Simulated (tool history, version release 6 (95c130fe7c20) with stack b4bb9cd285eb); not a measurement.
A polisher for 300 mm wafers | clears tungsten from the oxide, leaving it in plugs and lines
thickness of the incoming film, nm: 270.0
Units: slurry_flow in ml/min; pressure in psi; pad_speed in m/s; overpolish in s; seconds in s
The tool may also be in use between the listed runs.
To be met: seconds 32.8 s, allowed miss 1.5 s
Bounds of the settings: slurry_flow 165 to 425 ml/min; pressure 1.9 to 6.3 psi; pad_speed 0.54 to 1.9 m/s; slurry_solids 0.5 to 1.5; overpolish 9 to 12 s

run,hour,slurry_flow,pressure,pad_speed,slurry_solids,overpolish,seconds
1,0,275,4.1,1.22,1,12,45.567
2,3.7,275,4.1,1.22,0.9,12,46.342
3,7.6,275,4.1,1.22,0.9,12,46.826
4,8.2,275,3.8,1.22,0.9,12,50.16
5,13.8,300,3.8,1.22,0.9,12,51.33
6,21.4,300,4.3,1.24,0.9,12,43.635
7,22.3,300,4.6,1.24,0.9,12,40.112
8,30.9,300,4.8,1.24,0.9,12,40.071
9,34.8,300,5.1,1.24,0.9,12,36.429
10,38.8,300,5.2,1.24,0.9,12,36.778
11,44.4,300,5.4,1.24,0.9,12,35.62
12,49.9,300,5.5,1.24,0.9,12,34.48

Which of these 5 next moves meets every target?
A,55.4,425,5.1,1.26,0.75,12,?
B,55.4,415,5.1,1.2,1.15,9,?
C,55.4,280,6.3,1.1,0.95,12,?
D,55.4,295,6.2,1.08,0.6,12,?
E,55.4,320,4.6,1.36,1.05,11,?

move,seconds
A,37.199
B,35.43
C,33.239
D,37.34
E,36.884
A: further off than the last run
B: further off than the last run
C: meets every target
D: further off than the last run
E: further off than the last run
Move C is the one to make.
